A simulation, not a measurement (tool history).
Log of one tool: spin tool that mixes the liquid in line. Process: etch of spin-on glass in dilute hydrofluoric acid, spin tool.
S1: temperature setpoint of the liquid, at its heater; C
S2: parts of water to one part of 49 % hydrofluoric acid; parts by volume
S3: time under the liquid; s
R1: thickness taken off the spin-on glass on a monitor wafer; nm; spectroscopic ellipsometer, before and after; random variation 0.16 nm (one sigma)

{"run": 1, "hour": 0.0, "S1": 21.0, "S2": 130, "S3": 90, "R1": 18.255}
{"run": 2, "hour": 3.3, "S1": 22.5, "S2": 125, "S3": 90, "R1": 20.382}
{"run": 3, "hour": 7.3, "S1": 22.5, "S2": 150, "S3": 90, "R1": 16.44}
{"run": 4, "hour": 11.6, "S1": 20.0, "S2": 150, "S3": 90, "R1": 15.004}
{"run": 5, "hour": 17.9, "S1": 21.5, "S2": 140, "S3": 90, "R1": 17.15}
{"run": 6, "hour": 25.2, "S1": 22.5, "S2": 130, "S3": 90, "R1": 19.416}
{"run": 7, "hour": 27.2, "S1": 23.5, "S2": 120, "S3": 90, "R1": 22.191}
{"run": 8, "hour": 33.6, "S1": 24.5, "S2": 115, "S3": 90, "R1": 24.228}

Forecast run 9:
{"run": 9, "hour": 41.1, "S1": 28.5, "S2": 90, "S3": 90, "R1": "?"}

Run 9 gave R1 37.296 nm.
